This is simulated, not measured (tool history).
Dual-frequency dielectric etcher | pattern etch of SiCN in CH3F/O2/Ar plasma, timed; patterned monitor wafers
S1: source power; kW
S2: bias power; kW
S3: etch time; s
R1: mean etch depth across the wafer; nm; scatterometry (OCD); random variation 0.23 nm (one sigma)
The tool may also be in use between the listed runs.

run  hour    S1     S2     S3      R1
  1     0   0.4  0.053  115.5  38.383
  2   3.3   0.4  0.053  120.5  40.401
  3  10.1  0.38  0.052  120.5  38.914
  4  13.2  0.37  0.052  120.5  38.848
  5  16.5  0.35  0.051  120.5  37.673
  6  17.3  0.35  0.051  120.5  37.531

The next listed run, before its measurement:
  7  25.5  0.34  0.051  120.5   ?

{"run 7": {"R1": 37.366}}
